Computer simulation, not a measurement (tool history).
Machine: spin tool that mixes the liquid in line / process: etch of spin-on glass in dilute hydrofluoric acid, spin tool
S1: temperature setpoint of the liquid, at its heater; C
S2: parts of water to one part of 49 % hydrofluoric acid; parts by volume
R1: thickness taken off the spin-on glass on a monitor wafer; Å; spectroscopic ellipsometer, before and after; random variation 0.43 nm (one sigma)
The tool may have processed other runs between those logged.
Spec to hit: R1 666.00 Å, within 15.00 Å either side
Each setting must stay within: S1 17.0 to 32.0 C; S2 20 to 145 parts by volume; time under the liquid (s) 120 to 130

run 1 day=0.000 | S1=24.0 S2=80 time_under_the_liquid_(s)=120 | R1=825.35
run 2 day=0.133 | S1=24.0 S2=60 time_under_the_liquid_(s)=120 | R1=1129.00
run 3 day=0.162 | S1=24.0 S2=40 time_under_the_liquid_(s)=120 | R1=1736.50
run 4 day=0.483 | S1=22.5 S2=50 time_under_the_liquid_(s)=120 | R1=1291.40
run 5 day=0.562 | S1=22.5 S2=30 time_under_the_liquid_(s)=120 | R1=2197.20
run 6 day=0.850 | S1=20.0 S2=30 time_under_the_liquid_(s)=120 | R1=1997.40
run 7 day=1.154 | S1=19.5 S2=40 time_under_the_liquid_(s)=120 | R1=1461.90
run 8 day=1.429 | S1=19.0 S2=45 time_under_the_liquid_(s)=120 | R1=1239.90
run 9 day=1.600 | S1=18.5 S2=50 time_under_the_liquid_(s)=120 | R1=1083.70
run 10 day=1.783 | S1=18.0 S2=55 time_under_the_liquid_(s)=120 | R1=969.16
run 11 day=1.888 | S1=18.0 S2=60 time_under_the_liquid_(s)=120 | R1=881.75
run 12 day=2.250 | S1=17.5 S2=65 time_under_the_liquid_(s)=120 | R1=791.30
run 13 day=2.583 | S1=17.0 S2=70 time_under_the_liquid_(s)=120 | R1=719.15

Next run, 5 choices. One meets every target within its allowed miss, the rest don't. Which?
run A day=2.917 | S1=17.0 S2=70 time_under_the_liquid_(s)=125 | R1=?
run B day=2.917 | S1=17.0 S2=80 time_under_the_liquid_(s)=130 | R1=?
run C day=2.917 | S1=19.5 S2=70 time_under_the_liquid_(s)=120 | R1=?
run D day=2.917 | S1=17.5 S2=70 time_under_the_liquid_(s)=130 | R1=?
run E day=2.917 | S1=17.0 S2=65 time_under_the_liquid_(s)=125 | R1=?

move=A R1=741.67
move=B R1=667.67
move=C R1=791.83
move=D R1=788.05
move=E R1=803.09
A: moves away from the targets compared with the last run
B: every result within its allowed miss
C: moves away from the targets compared with the last run
D: moves away from the targets compared with the last run
E: moves away from the targets compared with the last run
Correct choice: B, which meets every target
